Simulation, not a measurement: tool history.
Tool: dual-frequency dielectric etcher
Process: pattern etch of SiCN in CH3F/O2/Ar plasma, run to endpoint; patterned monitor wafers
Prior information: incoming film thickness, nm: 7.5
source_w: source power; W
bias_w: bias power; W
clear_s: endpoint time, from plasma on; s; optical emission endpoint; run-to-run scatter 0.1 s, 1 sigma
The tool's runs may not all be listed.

run 1 day=0.000 | source_w=370 bias_w=63 | clear_s=18.795
run 2 day=0.100 | source_w=340 bias_w=63 | clear_s=19.216
run 3 day=0.142 | source_w=360 bias_w=64 | clear_s=18.786
run 4 day=0.379 | source_w=380 bias_w=65 | clear_s=18.281
run 5 day=0.733 | source_w=390 bias_w=66 | clear_s=18.057
run 6 day=1.104 | source_w=400 bias_w=67 | clear_s=17.533

For run 7, what comes out?
run 7 day=1.188 | source_w=410 bias_w=67 | clear_s=?

Run 7 yielded clear_s 17.401 s.
